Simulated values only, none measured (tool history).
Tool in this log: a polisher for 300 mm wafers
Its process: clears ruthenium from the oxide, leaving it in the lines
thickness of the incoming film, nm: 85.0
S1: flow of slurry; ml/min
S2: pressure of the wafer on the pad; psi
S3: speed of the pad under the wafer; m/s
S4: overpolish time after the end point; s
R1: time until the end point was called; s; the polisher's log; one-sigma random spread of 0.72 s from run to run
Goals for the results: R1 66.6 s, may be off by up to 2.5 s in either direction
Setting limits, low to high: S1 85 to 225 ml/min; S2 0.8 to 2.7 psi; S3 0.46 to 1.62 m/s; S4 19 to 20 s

run  hour   S1   S2    S3  S4      R1
  1     0  145  1.7  1.04  19   96.42
  2     1  145  1.7  1.18  19  84.566
  3   9.5  150  1.8  1.18  19   79.36
  4  16.7  160    2  1.18  19  73.065
  5  19.4  160    2  1.42  19  59.806
  6  28.2  160    2  1.42  19  61.042
  7    31  160    2  1.42  19   60.65
  8  33.2  160  1.9  1.42  19  62.641

Of the 5 settings listed for the next run, only one would bring every result within its allowed miss of target. Which one?
  A  35.4  145    2  1.46  19   ?
  B  35.4  180    2   1.4  20   ?
  C  35.4  160    2  1.28  19   ?
  D  35.4  145  1.8  1.54  20   ?
  E  35.4  175  1.9  1.48  19   ?

move      R1
   A  58.432
   B  59.167
   C  65.563
   D  60.641
   E  58.745
A: misses by more than the last run did
B: misses by more than the last run did
C: hits every target within its allowed miss
D: misses by more than the last run did
E: misses by more than the last run did
So the answer is move C, the one that meets all the targets.
